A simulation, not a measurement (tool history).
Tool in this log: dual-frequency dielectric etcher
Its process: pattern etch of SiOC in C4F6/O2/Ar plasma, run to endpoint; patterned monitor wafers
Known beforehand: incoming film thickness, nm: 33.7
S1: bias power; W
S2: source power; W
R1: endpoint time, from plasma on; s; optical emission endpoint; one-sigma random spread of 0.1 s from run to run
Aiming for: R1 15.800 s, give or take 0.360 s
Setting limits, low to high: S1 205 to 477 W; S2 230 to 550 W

run    day   S1   S2      R1
  1  0.000  341  390  13.635
  2  0.225  305  390  14.288
  3  0.300  244  390  15.293
  4  0.508  266  390  14.849
  5  0.679  290  390  14.297
  6  0.992  272  380  14.716
  7  1.350  258  370  15.387
  8  1.421  253  370  15.277

Which of these 5 next moves meets every target?
  A  1.492  205  360   ?
  B  1.492  219  400   ?
  C  1.492  271  400   ?
  D  1.492  226  460   ?
  E  1.492  221  330   ?

move      R1
   A  16.515
   B  15.707
   C  14.659
   D  14.938
   E  16.511
A: moves the result that the last run missed by most past its target, out the other side
B: in spec on every target
C: misses by more than the last run did
D: misses by more than the last run did
E: moves the result that the last run missed by most past its target, out the other side
The right move is B.
